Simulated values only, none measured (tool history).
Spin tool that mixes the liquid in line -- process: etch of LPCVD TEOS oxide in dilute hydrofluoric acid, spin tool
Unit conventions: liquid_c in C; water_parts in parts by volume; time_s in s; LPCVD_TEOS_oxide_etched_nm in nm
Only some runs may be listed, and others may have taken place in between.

| run | day | liquid_c | water_parts | time_s | LPCVD_TEOS_oxide_etched_nm |
|---|---|---|---|---|---|
| 1 | 0.000 | 22.0 | 190 | 25 | 3.8607 |
| 2 | 0.375 | 19.0 | 190 | 25 | 3.4599 |
| 3 | 0.408 | 18.5 | 195 | 25 | 3.2551 |
| 4 | 0.717 | 18.0 | 195 | 25 | 3.2411 |
| 5 | 0.950 | 17.5 | 195 | 25 | 3.1116 |
|  | 0.983 | thermometer replaced |
| 6 | 0.983 | 17.5 | 195 | 25 | 3.3949 |

Predict the results of run 7:
| 7 | 1.204 | 17.5 | 200 | 25 | ? |

LPCVD_TEOS_oxide_etched_nm: 3.2678 nm
